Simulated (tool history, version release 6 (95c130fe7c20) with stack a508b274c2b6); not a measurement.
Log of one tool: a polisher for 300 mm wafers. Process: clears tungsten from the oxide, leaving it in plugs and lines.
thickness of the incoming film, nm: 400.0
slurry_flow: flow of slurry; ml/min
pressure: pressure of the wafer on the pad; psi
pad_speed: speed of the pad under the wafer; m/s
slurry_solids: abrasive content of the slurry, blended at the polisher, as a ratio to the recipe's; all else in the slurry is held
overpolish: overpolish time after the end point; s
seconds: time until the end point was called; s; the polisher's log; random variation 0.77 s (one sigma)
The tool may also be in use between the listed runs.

run    day  slurry_flow  pressure  pad_speed  slurry_solids  overpolish  seconds
  1  0.000          185       4.2       1.20            1.0          46   56.688
  2  0.167          185       4.7       1.20            1.0          46   47.883
  3  0.342          185       4.8       1.20            1.0          46   46.011
  4  0.392          185       4.8       0.94            1.0          46   62.213
  5  0.542          185       4.8       0.94            1.0          46   61.071
  6  0.583          185       5.0       0.94            1.0          46   61.061

The next listed run, before its measurement:
  7  0.950          185       5.2       0.96            1.0          46        ?

seconds: 54.980 s

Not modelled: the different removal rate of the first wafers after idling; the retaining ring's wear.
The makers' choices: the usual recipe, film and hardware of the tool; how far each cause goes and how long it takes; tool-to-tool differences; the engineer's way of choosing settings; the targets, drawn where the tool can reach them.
